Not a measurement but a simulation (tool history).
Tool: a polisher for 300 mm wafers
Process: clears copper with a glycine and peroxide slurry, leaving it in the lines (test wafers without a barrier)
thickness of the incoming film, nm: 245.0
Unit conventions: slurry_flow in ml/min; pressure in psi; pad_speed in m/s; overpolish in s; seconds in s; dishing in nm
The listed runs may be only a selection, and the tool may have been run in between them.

{"run": 1, "hour": 0.0, "slurry_flow": 260, "pressure": 1.7, "pad_speed": 0.86, "overpolish": 18, "seconds": 97.381, "dishing": 32.763}
{"run": 2, "hour": 3.6, "slurry_flow": 240, "pressure": 1.5, "pad_speed": 1, "overpolish": 14, "seconds": 97.44, "dishing": 25.537}
{"run": 3, "hour": 9.3, "slurry_flow": 215, "pressure": 1.5, "pad_speed": 1.1, "overpolish": 11, "seconds": 97.202, "dishing": 21.648}
{"run": 4, "hour": 17.7, "slurry_flow": 215, "pressure": 1.5, "pad_speed": 1.1, "overpolish": 7, "seconds": 96.581, "dishing": 14.543}
{"run": 5, "hour": 20.7, "slurry_flow": 250, "pressure": 1.7, "pad_speed": 1.04, "overpolish": 6, "seconds": 92.403, "dishing": 13.103}
{"run": 6, "hour": 24.4, "slurry_flow": 190, "pressure": 1.7, "pad_speed": 1.04, "overpolish": 6, "seconds": 93.421, "dishing": 13.11}
{"run": 7, "hour": 31.2, "slurry_flow": 190, "pressure": 1.9, "pad_speed": 1.06, "overpolish": 6, "seconds": 85.089, "dishing": 13.81}

Run 8 is up next; what results do you expect?
{"run": 8, "hour": 34.6, "slurry_flow": 190, "pressure": 2, "pad_speed": 1.06, "overpolish": 6, "seconds": "?", "dishing": "?"}

Logged for run 8: seconds 82.536 s, dishing 14.364 nm.
